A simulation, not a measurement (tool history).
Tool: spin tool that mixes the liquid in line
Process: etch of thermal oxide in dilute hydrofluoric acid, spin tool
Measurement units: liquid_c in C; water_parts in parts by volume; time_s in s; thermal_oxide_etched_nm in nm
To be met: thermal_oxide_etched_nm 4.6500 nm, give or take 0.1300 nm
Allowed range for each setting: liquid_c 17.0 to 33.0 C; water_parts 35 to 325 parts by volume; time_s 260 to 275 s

Run 1, day 0.000: liquid_c 25.0 C, water_parts 180 parts by volume, time_s 260 s. Result: thermal_oxide_etched_nm 6.5373 nm.
Run 2, day 0.275: liquid_c 23.0 C, water_parts 185 parts by volume, time_s 260 s. Result: thermal_oxide_etched_nm 5.8692 nm.
Run 3, day 0.483: liquid_c 21.5 C, water_parts 185 parts by volume, time_s 260 s. Result: thermal_oxide_etched_nm 5.5176 nm.
Run 4, day 0.721: liquid_c 20.5 C, water_parts 185 parts by volume, time_s 260 s. Result: thermal_oxide_etched_nm 5.3094 nm.
Run 5, day 1.021: liquid_c 19.5 C, water_parts 185 parts by volume, time_s 260 s. Result: thermal_oxide_etched_nm 5.1492 nm.
Run 6, day 1.142: liquid_c 19.0 C, water_parts 185 parts by volume, time_s 260 s. Result: thermal_oxide_etched_nm 4.9241 nm.
Run 7, day 1.212: liquid_c 18.5 C, water_parts 185 parts by volume, time_s 260 s. Result: thermal_oxide_etched_nm 4.9116 nm.
Run 8, day 1.312: liquid_c 18.0 C, water_parts 185 parts by volume, time_s 260 s. Result: thermal_oxide_etched_nm 4.7962 nm.
Run 9, day 1.571: liquid_c 18.0 C, water_parts 185 parts by volume, time_s 260 s. Result: thermal_oxide_etched_nm 4.8236 nm.

Exercise: of the 5 proposed moves below, exactly one satisfies all targets within the stated allowed misses. Which move is it?
Run A, day 1.829: liquid_c 17.0 C, water_parts 180 parts by volume, time_s 265 s. Result: thermal_oxide_etched_nm ?.
Run B, day 1.829: liquid_c 17.0 C, water_parts 175 parts by volume, time_s 260 s. Result: thermal_oxide_etched_nm ?.
Run C, day 1.829: liquid_c 17.0 C, water_parts 195 parts by volume, time_s 275 s. Result: thermal_oxide_etched_nm ?.
Run D, day 1.829: liquid_c 18.5 C, water_parts 185 parts by volume, time_s 275 s. Result: thermal_oxide_etched_nm ?.
Run E, day 1.829: liquid_c 18.0 C, water_parts 185 parts by volume, time_s 275 s. Result: thermal_oxide_etched_nm ?.

move  thermal_oxide_etched_nm
   A                   4.8337
   B                   4.9009
   C                   4.5663
   D                   5.1574
   E                   5.0561
A: its largest miss is bigger than the last run's
B: its largest miss is bigger than the last run's
C: every result lands within tolerance
D: its largest miss is bigger than the last run's
E: its largest miss is bigger than the last run's
Go with C: it meets all targets.
